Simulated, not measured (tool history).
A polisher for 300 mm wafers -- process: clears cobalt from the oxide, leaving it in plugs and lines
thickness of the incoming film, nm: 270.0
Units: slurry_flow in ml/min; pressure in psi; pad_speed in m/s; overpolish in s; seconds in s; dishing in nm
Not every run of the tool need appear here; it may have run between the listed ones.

run	hour	slurry_flow	pressure	pad_speed	overpolish	seconds	dishing
1	0	165	1.5	0.92	8	75.48	19.621
2	2.9	145	1.5	0.92	8	75.579	19.592
3	6	145	1.5	0.84	8	82.264	18.027
4	9.9	145	1.7	0.9	8	69.717	19.976
5	17.6	145	1.8	0.9	8	67.169	21.673
6	22.1	145	2	0.9	8	61.107	23.378
7	29.2	145	2	0.9	8	61.846	23.03
8	32.3	145	2.1	0.98	8	55.451	24.391

Forecast run 9:
9	36.6	150	2.2	1.06	8	?	?

Logged for run 9: seconds 45.674 s, dishing 26.808 nm.
